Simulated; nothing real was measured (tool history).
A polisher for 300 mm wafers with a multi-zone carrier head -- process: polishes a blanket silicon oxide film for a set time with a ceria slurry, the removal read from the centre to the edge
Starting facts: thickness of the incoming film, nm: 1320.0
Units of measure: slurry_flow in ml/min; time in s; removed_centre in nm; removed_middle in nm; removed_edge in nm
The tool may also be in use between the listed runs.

run,hour,slurry_flow,centre_zone,middle_zone,edge_zone,time,removed_centre,removed_middle,removed_edge
1,0,210,1,1,1,81,381.68,368.56,382.4
2,3.2,210,1,1,0.96,81,392.81,368.99,362.56
3,10.4,220,1.03,1.01,1,83,406.19,384.59,388.92
4,18.7,220,1.03,1.01,0.95,83,405.45,381.84,380.3
5,20.1,185,1.03,1.01,0.95,83,404.88,373.95,364.68
6,25.2,185,0.98,1.01,0.95,83,377.24,374.96,370.5

Run 7 comes next. What will it give?
7,29.3,200,1,1.01,1,85,?,?,?

{"run 7": {"removed_centre": 405.18, "removed_middle": 389.48, "removed_edge": 389.6}}
